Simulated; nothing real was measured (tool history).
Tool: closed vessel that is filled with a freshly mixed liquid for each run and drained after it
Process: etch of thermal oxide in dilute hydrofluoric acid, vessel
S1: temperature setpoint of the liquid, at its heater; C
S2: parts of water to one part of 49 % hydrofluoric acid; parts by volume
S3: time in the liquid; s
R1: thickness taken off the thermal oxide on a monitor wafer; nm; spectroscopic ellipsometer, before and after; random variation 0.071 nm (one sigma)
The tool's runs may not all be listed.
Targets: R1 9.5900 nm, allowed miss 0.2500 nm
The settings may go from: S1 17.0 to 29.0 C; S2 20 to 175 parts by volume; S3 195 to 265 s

run	hour	S1	S2	S3	R1
1	0.0	21.0	95	265	10.6270
2	5.6	21.0	95	195	7.7420
3	13.4	22.5	95	195	8.2853
4	17.8	23.0	90	195	8.8996
5	19.7	23.0	115	195	6.8334
6	24.1	23.0	100	195	8.0690
7	26.5	24.0	100	195	8.4931
8	29.5	25.0	100	195	8.6534
9	31.3	26.0	100	195	9.0219
10	37.1	26.5	100	195	9.1636

Which of these 5 next moves meets every target?
A	42.9	26.5	115	240	?
B	42.9	25.0	100	235	?
C	42.9	25.0	125	250	?
D	42.9	26.5	100	220	?
E	42.9	25.5	100	220	?

move	R1
A	9.7081
B	10.5120
C	8.6745
D	10.4340
E	10.0350
A: meets every target
B: takes the result that was furthest off past its target
C: further off than the last run
D: takes the result that was furthest off past its target
E: takes the result that was furthest off past its target
Move A is the one to make.
